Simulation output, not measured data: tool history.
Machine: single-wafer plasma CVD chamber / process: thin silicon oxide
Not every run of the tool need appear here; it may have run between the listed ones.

| run | hour | heater temperature setpoint (K) | chamber pressure (mTorr) | RF power (kW) | deposition time (s) | mean film thickness on the monitor wafer (angstrom) |
|---|---|---|---|---|---|---|
| 1 | 0.0 | 648.15 | 683 | 0.210 | 6.12 | 87.997 |
| 2 | 3.1 | 648.15 | 693 | 0.210 | 6.12 | 88.310 |
| 3 | 10.7 | 648.15 | 703 | 0.210 | 6.12 | 88.823 |
| 4 | 12.7 | 657.15 | 703 | 0.210 | 6.12 | 88.160 |
| 5 | 21.7 | 648.15 | 703 | 0.210 | 6.12 | 89.150 |
| 6 | 26.0 | 648.15 | 631 | 0.210 | 6.12 | 83.179 |

Forecast run 7:
| 7 | 32.0 | 647.15 | 660 | 0.210 | 6.12 | ? |

Run 7 gave mean film thickness on the monitor wafer (angstrom) 85.056.
